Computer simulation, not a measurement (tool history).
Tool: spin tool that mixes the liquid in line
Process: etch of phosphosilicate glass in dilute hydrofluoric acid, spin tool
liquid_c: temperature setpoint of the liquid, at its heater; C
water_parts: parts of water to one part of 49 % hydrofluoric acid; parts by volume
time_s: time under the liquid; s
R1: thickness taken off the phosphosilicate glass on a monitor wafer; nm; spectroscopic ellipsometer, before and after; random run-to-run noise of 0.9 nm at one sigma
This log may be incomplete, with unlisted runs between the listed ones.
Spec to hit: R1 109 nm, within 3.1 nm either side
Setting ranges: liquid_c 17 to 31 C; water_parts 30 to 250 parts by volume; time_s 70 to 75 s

run 1 day=0 | liquid_c=23 water_parts=140 time_s=70 | R1=29.337
run 2 day=0.308 | liquid_c=23 water_parts=140 time_s=75 | R1=31.517
run 3 day=0.471 | liquid_c=25.5 water_parts=105 time_s=75 | R1=48.826
run 4 day=0.758 | liquid_c=27.5 water_parts=85 time_s=75 | R1=66.93
run 5 day=0.804 | liquid_c=30 water_parts=85 time_s=75 | R1=73.913
run 6 day=1.008 | liquid_c=30 water_parts=85 time_s=70 | R1=68.118
run 7 day=1.112 | liquid_c=31 water_parts=30 time_s=70 | R1=222.16
run 8 day=1.379 | liquid_c=27 water_parts=30 time_s=70 | R1=188.43
run 9 day=1.508 | liquid_c=27 water_parts=30 time_s=70 | R1=187.65
run 10 day=1.796 | liquid_c=25 water_parts=40 time_s=70 | R1=126.26
run 11 day=2.054 | liquid_c=24 water_parts=40 time_s=70 | R1=120.93
run 12 day=2.408 | liquid_c=23.5 water_parts=40 time_s=70 | R1=117.96
run 13 day=2.758 | liquid_c=23.5 water_parts=40 time_s=70 | R1=118.85
run 14 day=3.125 | liquid_c=23.5 water_parts=40 time_s=70 | R1=117.63
run 15 day=3.162 | liquid_c=23 water_parts=40 time_s=70 | R1=116.18
run 16 day=3.425 | liquid_c=23 water_parts=40 time_s=70 | R1=116.37
run 17 day=3.788 | liquid_c=22.5 water_parts=40 time_s=70 | R1=113.57

5 next moves are on the table. One of them brings every result within its allowed miss. Which?
run A day=4.15 | liquid_c=23.5 water_parts=40 time_s=70 | R1=?
run B day=4.15 | liquid_c=23 water_parts=45 time_s=75 | R1=?
run C day=4.15 | liquid_c=24 water_parts=45 time_s=75 | R1=?
run D day=4.15 | liquid_c=25 water_parts=45 time_s=75 | R1=?
run E day=4.15 | liquid_c=24.5 water_parts=45 time_s=75 | R1=?

move=A R1=119.08
move=B R1=110.35
move=C R1=115.12
move=D R1=120.05
move=E R1=117.56
A: the biggest miss grows against the last run
B: in spec on every target
C: the biggest miss grows against the last run
D: the biggest miss grows against the last run
E: the biggest miss grows against the last run
So the answer is move B, the one that meets all the targets.

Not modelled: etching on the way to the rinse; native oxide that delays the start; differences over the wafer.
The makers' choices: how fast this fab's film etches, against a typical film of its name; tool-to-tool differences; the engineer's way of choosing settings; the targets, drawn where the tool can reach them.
